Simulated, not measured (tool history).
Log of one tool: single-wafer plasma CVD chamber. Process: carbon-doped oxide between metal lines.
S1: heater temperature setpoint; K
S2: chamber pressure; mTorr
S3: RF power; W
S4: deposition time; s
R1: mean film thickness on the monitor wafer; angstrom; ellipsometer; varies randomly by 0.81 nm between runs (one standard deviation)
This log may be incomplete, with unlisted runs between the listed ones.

Run 1, day 0.000: S1 638.15 K, S2 5660 mTorr, S3 610 W, S4 32.1 s. Result: R1 1729.4 angstrom.
Run 2, day 0.362: S1 633.15 K, S2 5660 mTorr, S3 610 W, S4 32.1 s. Result: R1 1760.1 angstrom.
Run 3, day 0.717: S1 636.15 K, S2 5410 mTorr, S3 600 W, S4 32.1 s. Result: R1 1714.0 angstrom.
Run 4, day 0.767: S1 636.15 K, S2 4990 mTorr, S3 600 W, S4 32.1 s. Result: R1 1711.8 angstrom.
Run 5, day 0.862: S1 636.15 K, S2 4990 mTorr, S3 600 W, S4 33.2 s. Result: R1 1765.5 angstrom.
Run 6, day 0.950: S1 636.15 K, S2 4420 mTorr, S3 600 W, S4 33.2 s. Result: R1 1744.0 angstrom.
Run 7, day 0.975: S1 638.15 K, S2 4180 mTorr, S3 590 W, S4 33.2 s. Result: R1 1705.2 angstrom.
Run 8, day 1.250: S1 640.15 K, S2 3990 mTorr, S3 585 W, S4 33.2 s. Result: R1 1669.7 angstrom.
Run 9, day 1.483: S1 642.15 K, S2 3880 mTorr, S3 580 W, S4 33.2 s. Result: R1 1647.5 angstrom.
Run 10, day 1.796: S1 643.15 K, S2 3800 mTorr, S3 580 W, S4 33.2 s. Result: R1 1643.1 angstrom.

The next listed run, before its measurement:
Run 11, day 2.167: S1 644.15 K, S2 3720 mTorr, S3 580 W, S4 33.2 s. Result: R1 ?.

R1: 1626.4 angstrom
